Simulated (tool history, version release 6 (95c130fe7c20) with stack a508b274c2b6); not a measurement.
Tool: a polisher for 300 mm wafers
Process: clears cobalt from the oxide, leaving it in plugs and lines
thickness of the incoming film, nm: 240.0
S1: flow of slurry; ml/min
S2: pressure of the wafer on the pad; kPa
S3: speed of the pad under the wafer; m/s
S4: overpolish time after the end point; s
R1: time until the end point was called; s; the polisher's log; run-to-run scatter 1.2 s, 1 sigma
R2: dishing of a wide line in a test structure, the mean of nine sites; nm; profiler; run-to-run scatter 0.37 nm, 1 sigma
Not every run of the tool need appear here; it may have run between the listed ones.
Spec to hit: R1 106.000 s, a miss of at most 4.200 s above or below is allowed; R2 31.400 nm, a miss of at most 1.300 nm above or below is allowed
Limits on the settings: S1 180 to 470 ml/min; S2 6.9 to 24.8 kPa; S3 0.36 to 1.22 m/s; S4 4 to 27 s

| run | hour | S1 | S2 | S3 | S4 | R1 | R2 |
|---|---|---|---|---|---|---|---|
| 1 | 0.0 | 300 | 15.9 | 0.78 | 14 | 62.240 | 36.150 |
| 2 | 8.1 | 300 | 14.5 | 0.78 | 15 | 67.112 | 35.285 |
| 3 | 15.6 | 300 | 14.5 | 0.96 | 15 | 55.312 | 39.691 |
| 4 | 23.3 | 300 | 13.1 | 0.94 | 16 | 61.662 | 38.112 |
| 5 | 29.1 | 300 | 12.4 | 0.92 | 17 | 65.567 | 39.280 |
| 6 | 33.6 | 300 | 12.4 | 0.76 | 17 | 77.995 | 34.994 |
| 7 | 34.9 | 300 | 11.7 | 0.76 | 17 | 81.057 | 33.728 |
| 8 | 41.6 | 300 | 11.7 | 0.76 | 17 | 80.871 | 34.311 |
| 9 | 48.0 | 300 | 11.0 | 0.76 | 17 | 85.508 | 32.442 |
| 10 | 50.6 | 300 | 10.3 | 0.76 | 17 | 89.846 | 30.821 |
| 11 | 56.1 | 300 | 9.7 | 0.76 | 17 | 94.194 | 29.981 |

4 next moves are on the table. One of them brings every result within its allowed miss. Which?
| A | 61.6 | 250 | 7.6 | 0.80 | 17 | ? | ? |
| B | 61.6 | 185 | 9.7 | 0.74 | 20 | ? | ? |
| C | 61.6 | 345 | 6.9 | 0.84 | 20 | ? | ? |
| D | 61.6 | 235 | 8.3 | 0.76 | 18 | ? | ? |

| move | R1 | R2 |
|---|---|---|
| A | 114.780 | 26.066 |
| B | 105.580 | 31.459 |
| C | 114.720 | 29.596 |
| D | 112.820 | 27.631 |
A: takes the result that was furthest off past its target
B: every result lands within tolerance
C: takes the result that was furthest off past its target
D: takes the result that was furthest off past its target
B is the move that brings every result within its allowed miss.

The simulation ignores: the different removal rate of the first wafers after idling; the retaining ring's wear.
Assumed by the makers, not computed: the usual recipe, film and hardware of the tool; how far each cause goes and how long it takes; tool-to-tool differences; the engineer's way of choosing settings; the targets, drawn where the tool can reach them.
